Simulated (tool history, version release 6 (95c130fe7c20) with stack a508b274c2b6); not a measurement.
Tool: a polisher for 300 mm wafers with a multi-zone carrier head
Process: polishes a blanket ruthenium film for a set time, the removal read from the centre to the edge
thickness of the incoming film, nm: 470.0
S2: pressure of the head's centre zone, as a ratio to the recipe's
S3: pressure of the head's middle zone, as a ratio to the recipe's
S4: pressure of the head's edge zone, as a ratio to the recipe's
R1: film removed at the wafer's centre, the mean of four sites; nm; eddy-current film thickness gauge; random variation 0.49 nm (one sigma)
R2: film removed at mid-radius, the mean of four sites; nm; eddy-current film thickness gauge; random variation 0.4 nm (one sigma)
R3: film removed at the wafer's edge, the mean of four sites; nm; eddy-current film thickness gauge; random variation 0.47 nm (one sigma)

{"run": 1, "hour": 0.0, "flow of slurry (ml/min)": 260, "S2": 1, "S3": 1, "S4": 1, "polishing time (s)": 65, "R1": 44.829, "R2": 43.47, "R3": 44.006}
{"run": 2, "hour": 1.6, "flow of slurry (ml/min)": 260, "S2": 1, "S3": 1, "S4": 1, "polishing time (s)": 77, "R1": 54.039, "R2": 50.987, "R3": 52.625}
{"run": 3, "hour": 3.2, "flow of slurry (ml/min)": 260, "S2": 1, "S3": 1, "S4": 1.07, "polishing time (s)": 77, "R1": 53.041, "R2": 51.367, "R3": 53.933}
{"run": 4, "hour": 7.3, "flow of slurry (ml/min)": 260, "S2": 1, "S3": 1, "S4": 1.07, "polishing time (s)": 89, "R1": 61.827, "R2": 59.508, "R3": 61.848}
{"run": 5, "hour": 13.5, "flow of slurry (ml/min)": 265, "S2": 1.01, "S3": 1.01, "S4": 1.06, "polishing time (s)": 89, "R1": 62.353, "R2": 59.792, "R3": 62.17}
{"run": 6, "hour": 14.4, "flow of slurry (ml/min)": 270, "S2": 1.02, "S3": 1.02, "S4": 1.05, "polishing time (s)": 89, "R1": 62.685, "R2": 59.937, "R3": 61.441}

Forecast run 7:
{"run": 7, "hour": 15.1, "flow of slurry (ml/min)": 270, "S2": 1.03, "S3": 1.03, "S4": 1.04, "polishing time (s)": 89, "R1": "?", "R2": "?", "R3": "?"}

Run 7 gave R1 63.906 nm, R2 60.682 nm, R3 62.157 nm.
